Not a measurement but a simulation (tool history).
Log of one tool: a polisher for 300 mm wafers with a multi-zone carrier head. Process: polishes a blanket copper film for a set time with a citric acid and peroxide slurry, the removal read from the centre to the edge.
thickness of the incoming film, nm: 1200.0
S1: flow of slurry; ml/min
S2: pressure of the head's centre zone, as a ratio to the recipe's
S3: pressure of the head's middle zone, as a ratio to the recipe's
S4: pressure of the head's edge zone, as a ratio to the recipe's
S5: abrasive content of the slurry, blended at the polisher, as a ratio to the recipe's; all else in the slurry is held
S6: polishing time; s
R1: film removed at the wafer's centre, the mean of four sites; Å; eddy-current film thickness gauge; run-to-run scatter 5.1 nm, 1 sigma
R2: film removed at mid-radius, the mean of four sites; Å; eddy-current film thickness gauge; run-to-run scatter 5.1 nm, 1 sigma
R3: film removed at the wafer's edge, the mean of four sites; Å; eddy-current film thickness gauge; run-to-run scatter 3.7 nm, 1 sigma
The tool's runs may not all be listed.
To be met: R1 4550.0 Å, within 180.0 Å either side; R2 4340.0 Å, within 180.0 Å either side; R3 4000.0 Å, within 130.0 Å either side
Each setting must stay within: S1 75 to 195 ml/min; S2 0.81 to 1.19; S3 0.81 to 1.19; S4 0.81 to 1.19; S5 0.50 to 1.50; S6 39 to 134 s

run    day   S1    S2    S3    S4    S5   S6      R1      R2      R3
  1  0.000  125  1.00  1.00  1.00  1.00   86  2639.7  2735.2  2584.3
  2  0.342  125  1.00  1.04  1.00  1.00   86  2585.9  2766.6  2601.5
  3  0.392  140  1.04  1.06  1.02  1.15   91  3079.7  3194.9  2864.8
  4  0.492  145  1.05  1.05  1.05  1.25   96  3412.6  3412.3  3193.3
  5  0.833  175  1.05  1.05  1.05  1.25   96  3508.7  3566.8  3208.7
  6  1.092  175  1.07  1.06  1.07  1.30   99  3786.3  3695.7  3402.3
  7  1.379  185  1.10  1.14  1.14  1.50  106  4281.5  4433.0  3948.5
  8  1.617  185  1.11  1.13  1.14  1.50  106  4371.6  4410.8  3921.6

5 next moves are on the table. One of them brings every result within its allowed miss. Which?
  A  1.854  145  1.02  1.12  1.15  1.50  115   ?   ?   ?
  B  1.854  195  1.11  1.06  1.10  1.50  111   ?   ?   ?
  C  1.854  190  1.04  1.09  1.13  1.50  109   ?   ?   ?
  D  1.854  185  1.12  1.17  1.19  1.50  102   ?   ?   ?
  E  1.854  175  0.97  1.04  1.19  1.35  114   ?   ?   ?

move      R1      R2      R3
   A  4107.7  4535.2  4154.6
   B  4581.9  4407.7  4078.6
   C  4195.7  4413.7  4046.7
   D  4212.8  4362.3  3873.6
   E  3939.7  4285.5  4212.9
A: further off than the last run
B: each result inside its tolerance
C: further off than the last run
D: further off than the last run
E: further off than the last run
Move B is the one to make.
